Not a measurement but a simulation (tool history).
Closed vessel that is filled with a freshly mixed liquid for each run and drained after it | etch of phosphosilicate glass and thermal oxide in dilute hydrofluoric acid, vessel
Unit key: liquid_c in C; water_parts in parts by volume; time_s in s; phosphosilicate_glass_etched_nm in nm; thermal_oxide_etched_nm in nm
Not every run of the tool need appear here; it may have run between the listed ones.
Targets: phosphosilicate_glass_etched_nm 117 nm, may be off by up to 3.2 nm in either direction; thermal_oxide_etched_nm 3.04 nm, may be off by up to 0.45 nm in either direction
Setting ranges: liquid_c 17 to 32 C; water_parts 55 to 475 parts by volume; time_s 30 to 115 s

run	hour	liquid_c	water_parts	time_s	phosphosilicate_glass_etched_nm	thermal_oxide_etched_nm
1	0	24	265	60	38.429	0.93634
2	6.6	24	220	60	48.121	1.2317
3	9	25.5	190	60	61	1.5289
4	13.1	27	175	60	71.501	1.8033
5	14.4	24	175	60	63.422	1.5412
6	21.8	25.5	160	60	75.176	1.8655
7	25.1	27	150	60	86.367	2.1822
8	28.2	28	150	60	88.865	2.2716
9	33.2	29	145	60	94.995	2.4315
10	41.7	29.5	140	60	103.14	2.5317
11	42.6	30	140	60	103.86	2.7083
12	51.2	30.5	140	60	107.24	2.7842
13	59.2	32	130	60	122.3	3.0245
# hour 66.6: thermometer replaced
14	66.6	31.5	130	60	109.74	2.9832

5 candidate next runs follow, results not yet known. Just one meets every target within its allowed miss. Identify it.
A	74	31.5	190	100	?	?
B	74	23.5	135	95	?	?
C	74	28	105	60	?	?
D	74	19.5	95	75	?	?
E	74	17	60	50	?	?

move	phosphosilicate_glass_etched_nm	thermal_oxide_etched_nm
A	116.85	3.0723
B	124.72	3.2791
C	124.95	3.2853
D	124.69	3.2785
E	123.1	3.2364
A: every result lands within tolerance
B: moves the result that the last run missed by most past its target, out the other side
C: moves the result that the last run missed by most past its target, out the other side
D: moves the result that the last run missed by most past its target, out the other side
E: moves the result that the last run missed by most past its target, out the other side
A is the move that brings every result within its allowed miss.
